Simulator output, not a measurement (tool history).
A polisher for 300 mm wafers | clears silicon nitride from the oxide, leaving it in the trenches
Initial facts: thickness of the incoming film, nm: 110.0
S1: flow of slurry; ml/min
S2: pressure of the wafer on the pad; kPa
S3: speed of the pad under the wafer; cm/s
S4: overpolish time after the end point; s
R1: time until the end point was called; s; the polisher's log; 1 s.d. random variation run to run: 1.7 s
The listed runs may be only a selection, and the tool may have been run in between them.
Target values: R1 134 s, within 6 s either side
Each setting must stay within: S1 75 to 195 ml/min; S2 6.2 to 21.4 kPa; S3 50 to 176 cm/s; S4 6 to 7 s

run 1 hour=0 | S1=125 S2=13.8 S3=112 S4=7 | R1=165.61
run 2 hour=4.1 | S1=130 S2=14.5 S3=112 S4=7 | R1=157.32
run 3 hour=8.5 | S1=150 S2=14.5 S3=112 S4=7 | R1=151.99
run 4 hour=10.6 | S1=150 S2=15.2 S3=112 S4=7 | R1=146.32
run 5 hour=12 | S1=150 S2=15.2 S3=90 S4=7 | R1=178.31
run 6 hour=19.4 | S1=150 S2=17.2 S3=90 S4=7 | R1=157.31
run 7 hour=21.9 | S1=150 S2=17.9 S3=90 S4=7 | R1=151.34
run 8 hour=22.5 | S1=150 S2=18.6 S3=90 S4=7 | R1=143.98
run 9 hour=28.6 | S1=155 S2=19.3 S3=90 S4=7 | R1=141.4

Exercise: of the 5 proposed moves below, exactly one satisfies all targets within the stated allowed misses. Which move is it?
run A hour=34.7 | S1=155 S2=17.9 S3=92 S4=7 | R1=?
run B hour=34.7 | S1=155 S2=18.6 S3=88 S4=7 | R1=?
run C hour=34.7 | S1=150 S2=17.9 S3=104 S4=7 | R1=?
run D hour=34.7 | S1=135 S2=19.3 S3=86 S4=7 | R1=?
run E hour=34.7 | S1=140 S2=20.7 S3=76 S4=7 | R1=?

move=A R1=149.37
move=B R1=150.25
move=C R1=133.48
move=D R1=152.23
move=E R1=159.02
A: its largest miss is bigger than the last run's
B: its largest miss is bigger than the last run's
C: hits every target within its allowed miss
D: its largest miss is bigger than the last run's
E: its largest miss is bigger than the last run's
The move that meets every target is C.
